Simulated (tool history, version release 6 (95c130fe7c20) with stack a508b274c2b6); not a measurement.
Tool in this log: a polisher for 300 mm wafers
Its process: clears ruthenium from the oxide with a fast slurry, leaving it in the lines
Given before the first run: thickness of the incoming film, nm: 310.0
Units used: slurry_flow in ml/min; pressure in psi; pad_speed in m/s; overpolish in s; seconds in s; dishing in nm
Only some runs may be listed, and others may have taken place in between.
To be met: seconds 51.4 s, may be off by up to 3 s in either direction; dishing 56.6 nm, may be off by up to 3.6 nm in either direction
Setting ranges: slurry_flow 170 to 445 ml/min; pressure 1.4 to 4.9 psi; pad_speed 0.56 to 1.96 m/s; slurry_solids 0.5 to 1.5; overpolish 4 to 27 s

| run | hour | slurry_flow | pressure | pad_speed | slurry_solids | overpolish | seconds | dishing |
|---|---|---|---|---|---|---|---|---|
| 1 | 0 | 285 | 3.1 | 1.26 | 1 | 14 | 70.406 | 44.382 |
| 2 | 5.9 | 285 | 3.2 | 1.26 | 1 | 14 | 67.354 | 44.768 |
| 3 | 12.5 | 285 | 3.2 | 1.26 | 1 | 11 | 68.566 | 37.133 |
| 4 | 19.1 | 285 | 3.3 | 1.26 | 1 | 11 | 65.181 | 38.318 |
| 5 | 25.6 | 285 | 3.4 | 1.26 | 1 | 11 | 65.222 | 39.451 |
| 6 | 29.6 | 285 | 3.5 | 1.26 | 1 | 11 | 64.764 | 40.318 |
| 7 | 38.3 | 285 | 3.6 | 1.26 | 1 | 11 | 61.732 | 40.085 |
| 8 | 40.2 | 285 | 3.7 | 1.26 | 1 | 11 | 60.476 | 40.186 |
| 9 | 44.1 | 285 | 3.7 | 1.26 | 1 | 12 | 60.125 | 43.034 |

Exercise: of the 4 proposed moves below, exactly one satisfies all targets within the stated allowed misses. Which move is it?
| A | 48 | 235 | 4.5 | 1.2 | 1.1 | 15 | ? | ? |
| B | 48 | 250 | 3.8 | 1.16 | 0.85 | 9 | ? | ? |
| C | 48 | 230 | 4 | 0.96 | 1 | 10 | ? | ? |
| D | 48 | 305 | 3.4 | 1.12 | 0.95 | 12 | ? | ? |

| move | seconds | dishing |
|---|---|---|
| A | 52.562 | 54.58 |
| B | 69.543 | 30.697 |
| C | 75.148 | 31.398 |
| D | 73.624 | 36.851 |
A: every result lands within tolerance
B: moves away from the targets compared with the last run
C: moves away from the targets compared with the last run
D: moves away from the targets compared with the last run
So the answer is move A, the one that meets all the targets.
